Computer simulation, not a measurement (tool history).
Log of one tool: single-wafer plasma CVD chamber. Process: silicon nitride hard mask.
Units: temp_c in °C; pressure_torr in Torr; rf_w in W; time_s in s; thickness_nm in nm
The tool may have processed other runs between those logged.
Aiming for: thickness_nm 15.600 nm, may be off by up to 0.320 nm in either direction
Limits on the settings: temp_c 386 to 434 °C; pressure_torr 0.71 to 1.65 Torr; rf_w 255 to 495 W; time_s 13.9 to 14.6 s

| run | day | temp_c | pressure_torr | rf_w | time_s | thickness_nm |
|---|---|---|---|---|---|---|
| 1 | 0.000 | 410 | 1.18 | 375 | 14.6 | 19.628 |
| 2 | 0.038 | 410 | 1.12 | 365 | 14.6 | 19.019 |
| 3 | 0.225 | 410 | 1.12 | 415 | 14.6 | 21.267 |
| 4 | 0.317 | 410 | 1.07 | 395 | 14.6 | 20.399 |
| 5 | 0.383 | 410 | 1.07 | 375 | 14.5 | 19.226 |
| 6 | 0.654 | 410 | 1.15 | 375 | 14.5 | 19.523 |
| 7 | 0.950 | 410 | 1.11 | 360 | 14.5 | 18.545 |
| 8 | 1.112 | 410 | 1.07 | 350 | 14.5 | 17.956 |
| 9 | 1.333 | 410 | 1.03 | 345 | 14.5 | 17.535 |
| 10 | 1.533 | 410 | 0.99 | 340 | 14.5 | 17.012 |
| 11 | 1.625 | 410 | 0.95 | 340 | 14.5 | 16.849 |
| 12 | 1.912 | 410 | 0.73 | 320 | 14.4 | 14.653 |
| 13 | 2.233 | 410 | 0.75 | 320 | 14.4 | 14.835 |
| 14 | 2.558 | 410 | 0.77 | 320 | 14.4 | 15.025 |
| 15 | 2.658 | 410 | 0.79 | 320 | 14.4 | 15.045 |
| 16 | 3.017 | 410 | 0.80 | 320 | 14.4 | 15.218 |
| 17 | 3.067 | 410 | 0.81 | 320 | 14.4 | 15.040 |
| 18 | 3.275 | 410 | 0.93 | 330 | 14.4 | 16.252 |
| 19 | 3.446 | 410 | 0.91 | 330 | 14.4 | 16.139 |
| 20 | 3.721 | 410 | 0.90 | 330 | 14.4 | 16.060 |
| 21 | 4.046 | 410 | 0.89 | 330 | 14.4 | 16.122 |
| 22 | 4.083 | 410 | 0.88 | 330 | 14.4 | 15.998 |
| 23 | 4.108 | 410 | 0.87 | 330 | 14.4 | 15.913 |

Pick the move, out of 5, that brings all results within their allowed miss; only one does.
| A | 4.133 | 414 | 0.85 | 340 | 14.5 | ? |
| B | 4.133 | 413 | 0.87 | 325 | 13.9 | ? |
| C | 4.133 | 413 | 0.93 | 330 | 13.9 | ? |
| D | 4.133 | 409 | 1.02 | 340 | 13.9 | ? |
| E | 4.133 | 410 | 0.89 | 335 | 14.5 | ? |

| move | thickness_nm |
|---|---|
| A | 16.517 |
| B | 15.196 |
| C | 15.691 |
| D | 16.582 |
| E | 16.473 |
A: misses by more than the last run did
B: carries the result that was furthest off beyond its target, to the other side
C: every result within its allowed miss
D: misses by more than the last run did
E: misses by more than the last run did
The move that meets every target is C.

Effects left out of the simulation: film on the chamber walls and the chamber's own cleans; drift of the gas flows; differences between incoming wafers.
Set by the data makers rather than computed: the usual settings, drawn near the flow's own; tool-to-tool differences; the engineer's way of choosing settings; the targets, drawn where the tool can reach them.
